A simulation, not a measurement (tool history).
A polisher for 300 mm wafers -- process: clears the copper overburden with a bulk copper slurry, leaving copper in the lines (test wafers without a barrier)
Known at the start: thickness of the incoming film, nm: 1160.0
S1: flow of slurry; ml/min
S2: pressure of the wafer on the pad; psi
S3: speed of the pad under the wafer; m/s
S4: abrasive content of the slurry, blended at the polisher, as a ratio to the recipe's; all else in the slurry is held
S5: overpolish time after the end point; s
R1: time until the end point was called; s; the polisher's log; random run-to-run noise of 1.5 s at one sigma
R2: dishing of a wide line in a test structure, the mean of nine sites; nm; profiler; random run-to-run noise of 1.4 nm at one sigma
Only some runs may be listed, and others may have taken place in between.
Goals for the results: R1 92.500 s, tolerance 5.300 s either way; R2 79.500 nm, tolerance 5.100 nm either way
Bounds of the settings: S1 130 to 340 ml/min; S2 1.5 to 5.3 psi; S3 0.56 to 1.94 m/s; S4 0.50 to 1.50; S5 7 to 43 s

| run | hour | S1 | S2 | S3 | S4 | S5 | R1 | R2 |
|---|---|---|---|---|---|---|---|---|
| 1 | 0.0 | 220 | 3.4 | 1.24 | 1.00 | 22 | 77.555 | 111.720 |
| 2 | 4.3 | 220 | 3.2 | 1.26 | 1.00 | 19 | 85.128 | 104.930 |
| 3 | 8.0 | 225 | 3.0 | 1.34 | 1.05 | 16 | 81.090 | 95.779 |
| 4 | 13.1 | 225 | 2.9 | 1.34 | 1.05 | 15 | 84.312 | 87.872 |
| 5 | 14.7 | 225 | 3.7 | 1.34 | 1.05 | 15 | 67.005 | 105.420 |
| 6 | 20.2 | 225 | 3.7 | 1.34 | 0.95 | 15 | 68.279 | 104.300 |
| 7 | 24.4 | 225 | 2.7 | 1.34 | 0.95 | 7 | 90.704 | 53.514 |
| 8 | 32.8 | 225 | 2.7 | 1.30 | 1.00 | 8 | 94.996 | 57.733 |
| 9 | 36.2 | 225 | 2.7 | 1.28 | 1.05 | 9 | 96.854 | 63.769 |
| 10 | 44.5 | 225 | 3.0 | 1.22 | 1.25 | 14 | 84.361 | 86.412 |

Exercise: of the 5 proposed moves below, exactly one satisfies all targets within the stated allowed misses. Which move is it?
| A | 52.8 | 225 | 3.0 | 1.12 | 1.25 | 19 | ? | ? |
| B | 52.8 | 225 | 2.6 | 1.16 | 1.25 | 16 | ? | ? |
| C | 52.8 | 210 | 2.7 | 1.32 | 1.10 | 13 | ? | ? |
| D | 52.8 | 205 | 2.9 | 1.00 | 1.30 | 19 | ? | ? |
| E | 52.8 | 220 | 2.5 | 1.16 | 1.25 | 12 | ? | ? |

| move | R1 | R2 |
|---|---|---|
| A | 90.928 | 96.079 |
| B | 100.890 | 81.993 |
| C | 89.126 | 79.081 |
| D | 104.760 | 89.552 |
| E | 104.990 | 67.782 |
A: brings the last run's worst result on target, with another outside its allowed miss
B: the result that was furthest off in the last run now lies on the other side of its target
C: every result within its allowed miss
D: the result that was furthest off in the last run now lies on the other side of its target
E: the result that was furthest off in the last run now lies on the other side of its target
Move C is the one to make.

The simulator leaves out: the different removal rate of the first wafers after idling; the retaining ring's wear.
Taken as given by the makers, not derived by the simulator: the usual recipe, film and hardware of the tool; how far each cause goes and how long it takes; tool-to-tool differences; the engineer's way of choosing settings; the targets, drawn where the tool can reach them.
